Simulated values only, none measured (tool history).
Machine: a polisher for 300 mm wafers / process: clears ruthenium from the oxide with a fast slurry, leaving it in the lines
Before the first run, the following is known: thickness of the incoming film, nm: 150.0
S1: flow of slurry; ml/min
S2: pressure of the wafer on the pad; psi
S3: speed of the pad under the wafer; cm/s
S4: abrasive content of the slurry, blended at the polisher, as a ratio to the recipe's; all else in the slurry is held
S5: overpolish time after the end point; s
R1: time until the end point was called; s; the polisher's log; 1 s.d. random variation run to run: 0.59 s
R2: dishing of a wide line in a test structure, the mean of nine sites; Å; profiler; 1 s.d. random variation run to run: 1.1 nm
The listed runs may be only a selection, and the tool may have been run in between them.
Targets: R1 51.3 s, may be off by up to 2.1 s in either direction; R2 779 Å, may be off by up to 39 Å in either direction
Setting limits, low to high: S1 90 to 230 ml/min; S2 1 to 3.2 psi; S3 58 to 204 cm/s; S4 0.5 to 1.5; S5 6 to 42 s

run  hour   S1   S2   S3  S4  S5      R1      R2
  1     0  150  2.1  130   1  21  32.753  684.67
  2   6.8  180  2.1  130   1  21  31.796  706.36
  3     8  210  2.1  130   1  21  31.235  709.97
  4  14.3  210  1.9  130   1  23  34.881  704.66
  5  19.9  210  1.8  130   1  25  35.142  735.85
  6    24  195  1.8  130   1  25  36.789  740.93
  7  30.3  195  1.7  130   1  26  38.952  692.81
  8  33.2  160  1.3  122   1  36  55.255  697.49
  9  34.9  165  1.3  122   1  36  55.146  691.61
 10  41.3  170  1.3  122   1  36  54.096  697.03
 11  45.6  175  1.3  122   1  36  55.025  717.03
 12    52  180  1.3  122   1  36  53.824  720.01
 13  56.7  185  1.3  122   1  36  53.856  737.23
 14  64.4  190  1.3  122   1  36  53.602  728.22
 15  71.1  195  1.3  122   1  36  53.852  738.13
 16  72.9  200  1.3  122   1  36  51.981  712.33

Which single option among these 4 for the next run brings every result within its allowed miss of target? Just one does.
  A  74.7  220  1.4  114   0.9  28   ?   ?
  B  74.7  220  1.2  136     1  33   ?   ?
  C  74.7  220  1.3  126     1  39   ?   ?
  D  74.7  190  1.4  116  0.95  35   ?   ?

move      R1      R2
   A  53.424  588.28
   B  49.877  703.73
   C  49.778  795.27
   D  52.362  709.08
A: the biggest miss grows against the last run
B: the biggest miss grows against the last run
C: hits every target within its allowed miss
D: no better and no worse than the last run
The right move is C.
